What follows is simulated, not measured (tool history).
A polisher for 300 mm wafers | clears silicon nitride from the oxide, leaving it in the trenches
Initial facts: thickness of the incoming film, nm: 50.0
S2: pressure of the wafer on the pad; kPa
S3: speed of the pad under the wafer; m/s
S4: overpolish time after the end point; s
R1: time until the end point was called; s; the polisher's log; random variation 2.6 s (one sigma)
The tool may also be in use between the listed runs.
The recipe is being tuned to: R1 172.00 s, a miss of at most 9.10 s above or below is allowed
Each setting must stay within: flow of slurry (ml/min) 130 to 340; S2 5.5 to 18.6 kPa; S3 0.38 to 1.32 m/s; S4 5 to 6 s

Run 1, hour 0.0: flow of slurry (ml/min) 220, S2 11.7 kPa, S3 0.84 m/s, S4 6 s. Result: R1 103.74 s.
Run 2, hour 5.0: flow of slurry (ml/min) 220, S2 11.7 kPa, S3 0.84 m/s, S4 6 s. Result: R1 104.67 s.
Run 3, hour 5.8: flow of slurry (ml/min) 220, S2 11.7 kPa, S3 0.84 m/s, S4 5 s. Result: R1 105.01 s.
Run 4, hour 6.9: flow of slurry (ml/min) 185, S2 11.7 kPa, S3 0.84 m/s, S4 5 s. Result: R1 106.98 s.
Run 5, hour 8.9: flow of slurry (ml/min) 215, S2 11.7 kPa, S3 0.84 m/s, S4 5 s. Result: R1 105.48 s.
Run 6, hour 10.8: flow of slurry (ml/min) 215, S2 11.7 kPa, S3 0.84 m/s, S4 6 s. Result: R1 106.31 s.
Run 7, hour 14.6: flow of slurry (ml/min) 215, S2 11.0 kPa, S3 0.84 m/s, S4 6 s. Result: R1 108.98 s.
Run 8, hour 16.5: flow of slurry (ml/min) 215, S2 10.3 kPa, S3 0.82 m/s, S4 6 s. Result: R1 123.53 s.
Run 9, hour 21.5: flow of slurry (ml/min) 215, S2 9.7 kPa, S3 0.82 m/s, S4 6 s. Result: R1 129.93 s.
Run 10, hour 27.6: flow of slurry (ml/min) 215, S2 9.0 kPa, S3 0.82 m/s, S4 6 s. Result: R1 142.27 s.

Which single option among these 5 for the next run brings every result within its allowed miss of target? Just one does.
Run A, hour 33.7: flow of slurry (ml/min) 200, S2 9.7 kPa, S3 0.62 m/s, S4 5 s. Result: R1 ?.
Run B, hour 33.7: flow of slurry (ml/min) 270, S2 9.7 kPa, S3 0.90 m/s, S4 5 s. Result: R1 ?.
Run C, hour 33.7: flow of slurry (ml/min) 220, S2 10.3 kPa, S3 0.84 m/s, S4 6 s. Result: R1 ?.
Run D, hour 33.7: flow of slurry (ml/min) 220, S2 9.7 kPa, S3 0.94 m/s, S4 5 s. Result: R1 ?.
Run E, hour 33.7: flow of slurry (ml/min) 255, S2 9.0 kPa, S3 0.90 m/s, S4 5 s. Result: R1 ?.

move      R1
   A  171.30
   B  117.99
   C  120.28
   D  115.89
   E  127.45
A: hits every target within its allowed miss
B: misses by more than the last run did
C: misses by more than the last run did
D: misses by more than the last run did
E: misses by more than the last run did
Correct choice: A, which meets every target
